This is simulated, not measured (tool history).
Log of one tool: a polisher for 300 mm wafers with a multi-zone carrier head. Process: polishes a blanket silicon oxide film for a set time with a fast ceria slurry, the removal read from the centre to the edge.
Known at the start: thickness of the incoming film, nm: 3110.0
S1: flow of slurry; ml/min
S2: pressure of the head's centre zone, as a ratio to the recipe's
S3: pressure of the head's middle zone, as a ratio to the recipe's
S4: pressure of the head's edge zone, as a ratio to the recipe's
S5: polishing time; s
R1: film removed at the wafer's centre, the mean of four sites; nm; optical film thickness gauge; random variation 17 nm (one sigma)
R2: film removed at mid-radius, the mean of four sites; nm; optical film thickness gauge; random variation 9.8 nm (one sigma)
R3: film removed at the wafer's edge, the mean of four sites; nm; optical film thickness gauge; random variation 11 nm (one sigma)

Run 1, hour 0.0: S1 255 ml/min, S2 1.00, S3 1.00, S4 1.00, S5 87 s. Result: R1 985.06 nm, R2 995.32 nm, R3 978.49 nm.
Run 2, hour 3.5: S1 265 ml/min, S2 1.03, S3 1.04, S4 1.03, S5 89 s. Result: R1 1054.90 nm, R2 1052.50 nm, R3 1032.40 nm.
Run 3, hour 7.3: S1 275 ml/min, S2 1.04, S3 1.07, S4 1.04, S5 91 s. Result: R1 1115.10 nm, R2 1092.00 nm, R3 1055.50 nm.
Run 4, hour 15.2: S1 280 ml/min, S2 1.04, S3 1.10, S4 1.04, S5 93 s. Result: R1 1125.40 nm, R2 1183.20 nm, R3 1070.00 nm.
Run 5, hour 17.4: S1 280 ml/min, S2 1.04, S3 1.15, S4 1.04, S5 93 s. Result: R1 1121.70 nm, R2 1204.60 nm, R3 1076.80 nm.
At hour 21.9: slurry nozzle cleaned.
Run 6, hour 21.9: S1 280 ml/min, S2 0.96, S3 1.15, S4 1.04, S5 93 s. Result: R1 1041.60 nm, R2 1243.40 nm, R3 1082.90 nm.

The next listed run, before its measurement:
Run 7, hour 28.7: S1 290 ml/min, S2 0.99, S3 1.16, S4 1.06, S5 94 s. Result: R1 ?, R2 ?, R3 ?.

{"run 7": {"R1": 1097.4, "R2": 1266.6, "R3": 1111.9}}

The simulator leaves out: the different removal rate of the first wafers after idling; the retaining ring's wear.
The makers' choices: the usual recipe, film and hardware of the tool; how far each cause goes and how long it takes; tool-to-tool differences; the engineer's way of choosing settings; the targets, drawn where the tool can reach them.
